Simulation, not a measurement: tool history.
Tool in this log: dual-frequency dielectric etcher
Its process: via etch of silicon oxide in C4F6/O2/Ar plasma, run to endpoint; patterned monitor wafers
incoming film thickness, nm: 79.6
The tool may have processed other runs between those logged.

Run 1, hour 0: bias power (W) 415, source power (W) 310, Ar flow (sccm) 234. Result: endpoint time (s) 20.172.
Run 2, hour 6.6: bias power (W) 415, source power (W) 310, Ar flow (sccm) 213. Result: endpoint time (s) 20.269.
Run 3, hour 8.6: bias power (W) 400, source power (W) 300, Ar flow (sccm) 213. Result: endpoint time (s) 20.506.
Run 4, hour 14: bias power (W) 433, source power (W) 300, Ar flow (sccm) 213. Result: endpoint time (s) 19.885.
At hour 17.8: Ar flow controller replaced.
Run 5, hour 17.8: bias power (W) 433, source power (W) 300, Ar flow (sccm) 193. Result: endpoint time (s) 19.847.
Run 6, hour 19.4: bias power (W) 433, source power (W) 350, Ar flow (sccm) 193. Result: endpoint time (s) 18.872.

Run 7 comes next. What will it give?
Run 7, hour 22.4: bias power (W) 413, source power (W) 340, Ar flow (sccm) 195. Result: endpoint time (s) ?.

Logged for run 7: endpoint time (s) 19.166.

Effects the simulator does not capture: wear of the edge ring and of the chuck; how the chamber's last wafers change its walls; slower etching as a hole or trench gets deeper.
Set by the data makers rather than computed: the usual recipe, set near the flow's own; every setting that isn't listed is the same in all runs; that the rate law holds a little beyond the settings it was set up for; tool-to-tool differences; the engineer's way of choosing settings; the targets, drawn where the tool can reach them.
